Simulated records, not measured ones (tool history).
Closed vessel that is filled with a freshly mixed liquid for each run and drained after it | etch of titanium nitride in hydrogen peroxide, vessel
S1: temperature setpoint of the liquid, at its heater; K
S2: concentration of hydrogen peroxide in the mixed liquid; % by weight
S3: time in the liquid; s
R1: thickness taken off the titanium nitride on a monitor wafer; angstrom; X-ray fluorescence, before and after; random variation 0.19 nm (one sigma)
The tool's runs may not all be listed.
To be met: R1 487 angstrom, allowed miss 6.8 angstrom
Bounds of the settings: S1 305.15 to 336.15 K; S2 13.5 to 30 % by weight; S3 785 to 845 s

run 1 hour=0 | S1=320.15 S2=25.5 S3=785 | R1=199.75
run 2 hour=3.7 | S1=325.65 S2=25.5 S3=785 | R1=298.66
run 3 hour=10.9 | S1=327.15 S2=25.5 S3=785 | R1=333.22
run 4 hour=13.2 | S1=327.15 S2=27.5 S3=785 | R1=335.3
run 5 hour=20.9 | S1=327.15 S2=27.5 S3=845 | R1=360.77
run 6 hour=26.3 | S1=323.65 S2=27.5 S3=845 | R1=282.13
run 7 hour=34.3 | S1=325.65 S2=27.5 S3=845 | R1=325.82
-- hour=34.9 peroxide flow meter replaced
run 8 hour=34.9 | S1=327.15 S2=27.5 S3=845 | R1=370.09
run 9 hour=40.8 | S1=328.15 S2=27.5 S3=845 | R1=400.03
run 10 hour=49.1 | S1=328.65 S2=27.5 S3=845 | R1=413.91
run 11 hour=53.8 | S1=329.15 S2=27.5 S3=845 | R1=427.95
run 12 hour=60.9 | S1=329.15 S2=27.5 S3=845 | R1=427.97
run 13 hour=64.8 | S1=329.65 S2=27.5 S3=845 | R1=439.1
run 14 hour=69.2 | S1=330.15 S2=27.5 S3=845 | R1=457.36
run 15 hour=71.3 | S1=330.65 S2=27.5 S3=845 | R1=474.43

4 next moves are on the table. One of them brings every result within its allowed miss. Which?
run A hour=73.4 | S1=331.15 S2=30 S3=785 | R1=?
run B hour=73.4 | S1=330.65 S2=27 S3=830 | R1=?
run C hour=73.4 | S1=331.65 S2=30 S3=790 | R1=?
run D hour=73.4 | S1=330.15 S2=29 S3=840 | R1=?

move=A R1=462.31
move=B R1=461.4
move=C R1=481.51
move=D R1=458.26
A: further off than the last run
B: further off than the last run
C: meets every target
D: further off than the last run
The right move is C.
